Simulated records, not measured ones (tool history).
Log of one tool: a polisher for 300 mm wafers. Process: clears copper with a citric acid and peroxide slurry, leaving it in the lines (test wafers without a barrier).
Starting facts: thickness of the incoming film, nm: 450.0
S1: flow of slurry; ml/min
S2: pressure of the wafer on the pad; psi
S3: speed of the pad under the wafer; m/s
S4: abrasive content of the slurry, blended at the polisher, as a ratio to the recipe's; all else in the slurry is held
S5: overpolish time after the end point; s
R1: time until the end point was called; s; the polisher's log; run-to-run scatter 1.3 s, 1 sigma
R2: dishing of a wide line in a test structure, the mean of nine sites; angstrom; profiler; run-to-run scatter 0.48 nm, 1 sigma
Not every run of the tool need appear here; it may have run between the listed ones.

run	hour	S1	S2	S3	S4	S5	R1	R2
1	0.0	125	3.2	1.30	1.0	18	156.31	337.58
2	6.4	125	3.2	1.30	1.1	18	148.47	350.90
3	7.6	125	3.2	1.54	1.1	18	128.29	411.34
4	15.4	125	3.2	1.54	1.1	10	130.87	252.49
5	16.8	125	3.2	1.54	1.1	5	127.66	127.96
# hour 19.1: slurry blender recalibrated
6	19.1	125	3.2	1.74	1.1	5	105.70	163.85

Run 7 is up next; what results do you expect?
7	26.7	125	3.2	1.74	1.1	5	?	?

R1: 106.01 s
R2: 163.88 angstrom

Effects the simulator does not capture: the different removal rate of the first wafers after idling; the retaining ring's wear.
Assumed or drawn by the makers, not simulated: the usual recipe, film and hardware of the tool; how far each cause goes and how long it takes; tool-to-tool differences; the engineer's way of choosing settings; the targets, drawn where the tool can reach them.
